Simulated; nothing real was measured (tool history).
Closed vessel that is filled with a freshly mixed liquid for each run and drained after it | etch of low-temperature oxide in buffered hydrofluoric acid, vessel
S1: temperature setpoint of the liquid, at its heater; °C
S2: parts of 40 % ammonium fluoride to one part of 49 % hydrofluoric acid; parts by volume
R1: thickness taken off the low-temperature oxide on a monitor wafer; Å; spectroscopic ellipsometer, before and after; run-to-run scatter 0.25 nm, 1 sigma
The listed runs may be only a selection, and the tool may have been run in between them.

run 1 hour=0 | S1=22 S2=22 time_in_the_liquid_(s)=30 | R1=400.72
run 2 hour=7.5 | S1=20.5 S2=23.5 time_in_the_liquid_(s)=30 | R1=356.82
run 3 hour=8.4 | S1=20.5 S2=21 time_in_the_liquid_(s)=30 | R1=381.7
run 4 hour=15.2 | S1=20.5 S2=21 time_in_the_liquid_(s)=30 | R1=385.54
run 5 hour=23.5 | S1=19.5 S2=23 time_in_the_liquid_(s)=30 | R1=334.19
run 6 hour=30.2 | S1=19.5 S2=23 time_in_the_liquid_(s)=30 | R1=339.66

Predict the results of run 7:
run 7 hour=33.7 | S1=19 S2=24 time_in_the_liquid_(s)=30 | R1=?

R1: 321.31 Å
